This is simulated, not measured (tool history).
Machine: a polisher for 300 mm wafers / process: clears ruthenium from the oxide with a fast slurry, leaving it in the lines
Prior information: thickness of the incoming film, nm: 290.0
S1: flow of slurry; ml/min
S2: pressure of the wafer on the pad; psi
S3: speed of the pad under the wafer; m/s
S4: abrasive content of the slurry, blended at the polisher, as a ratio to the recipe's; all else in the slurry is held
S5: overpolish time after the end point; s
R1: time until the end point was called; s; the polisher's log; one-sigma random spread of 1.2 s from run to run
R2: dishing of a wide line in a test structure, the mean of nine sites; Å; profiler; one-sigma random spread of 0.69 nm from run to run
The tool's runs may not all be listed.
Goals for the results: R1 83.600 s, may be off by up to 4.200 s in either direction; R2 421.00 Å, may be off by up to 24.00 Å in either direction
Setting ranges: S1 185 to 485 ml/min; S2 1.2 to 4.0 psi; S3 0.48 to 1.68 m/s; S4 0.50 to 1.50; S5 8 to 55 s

| run | hour | S1 | S2 | S3 | S4 | S5 | R1 | R2 |
|---|---|---|---|---|---|---|---|---|
| 1 | 0.0 | 310 | 2.6 | 1.08 | 1.00 | 28 | 77.438 | 745.34 |
| 2 | 3.3 | 310 | 2.6 | 1.08 | 1.20 | 28 | 73.443 | 814.49 |
| 3 | 9.2 | 370 | 2.6 | 1.08 | 1.20 | 28 | 70.016 | 842.88 |
| 4 | 12.4 | 370 | 2.5 | 1.08 | 1.15 | 22 | 74.110 | 624.33 |
| 5 | 14.0 | 375 | 2.4 | 1.08 | 1.10 | 20 | 81.109 | 553.37 |
| 6 | 14.9 | 420 | 2.4 | 1.08 | 1.10 | 20 | 78.390 | 567.42 |
| 7 | 18.3 | 420 | 2.4 | 1.08 | 1.10 | 18 | 77.551 | 520.13 |
| 8 | 21.6 | 420 | 2.2 | 1.08 | 1.10 | 13 | 85.065 | 356.07 |
| 9 | 25.3 | 420 | 2.3 | 1.04 | 1.10 | 17 | 82.251 | 458.42 |
| 10 | 27.0 | 415 | 2.3 | 1.04 | 1.10 | 17 | 86.403 | 451.07 |
| 11 | 32.8 | 415 | 2.3 | 1.04 | 1.10 | 17 | 86.117 | 463.84 |

4 candidate next runs follow, results not yet known. Just one meets every target within its allowed miss. Identify it.
| A | 38.6 | 385 | 2.5 | 0.90 | 1.30 | 15 | ? | ? |
| B | 38.6 | 345 | 2.4 | 1.12 | 1.20 | 15 | ? | ? |
| C | 38.6 | 425 | 2.3 | 1.06 | 1.10 | 21 | ? | ? |
| D | 38.6 | 390 | 2.3 | 1.22 | 1.10 | 16 | ? | ? |

| move | R1 | R2 |
|---|---|---|
| A | 83.705 | 427.20 |
| B | 75.630 | 467.48 |
| C | 84.359 | 569.56 |
| D | 75.313 | 496.59 |
A: all results land within tolerance of their targets
B: further off than the last run
C: further off than the last run
D: further off than the last run
The move that meets every target is A.
